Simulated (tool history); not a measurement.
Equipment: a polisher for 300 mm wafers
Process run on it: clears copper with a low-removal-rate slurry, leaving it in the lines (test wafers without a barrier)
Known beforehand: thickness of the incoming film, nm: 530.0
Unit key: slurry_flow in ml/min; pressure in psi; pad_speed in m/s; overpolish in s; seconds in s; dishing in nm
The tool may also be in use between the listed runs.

run 1 hour=0 | slurry_flow=145 pressure=4 pad_speed=1.36 slurry_solids=1 overpolish=17 | seconds=75.78 dishing=56.032
run 2 hour=3.4 | slurry_flow=145 pressure=3.6 pad_speed=1.28 slurry_solids=1 overpolish=15 | seconds=90.646 dishing=46.834
run 3 hour=7.7 | slurry_flow=135 pressure=3.3 pad_speed=1.26 slurry_solids=0.9 overpolish=13 | seconds=103.64 dishing=38.04
run 4 hour=11.4 | slurry_flow=135 pressure=3.3 pad_speed=1.54 slurry_solids=0.9 overpolish=13 | seconds=85.12 dishing=43.97
run 5 hour=17 | slurry_flow=135 pressure=4.3 pad_speed=1.54 slurry_solids=0.9 overpolish=13 | seconds=64.383 dishing=54.078
run 6 hour=21.2 | slurry_flow=125 pressure=3.9 pad_speed=1.48 slurry_solids=0.85 overpolish=12 | seconds=75.934 dishing=45.131
run 7 hour=28.9 | slurry_flow=85 pressure=2.8 pad_speed=1.1 slurry_solids=0.6 overpolish=5 | seconds=159.44 dishing=11.143

Run 8 has not been measured yet. What should we expect?
run 8 hour=35.1 | slurry_flow=90 pressure=2.9 pad_speed=1.1 slurry_solids=0.6 overpolish=5 | seconds=? dishing=?

Run 8 yielded seconds 156.32 s, dishing 11.503 nm.
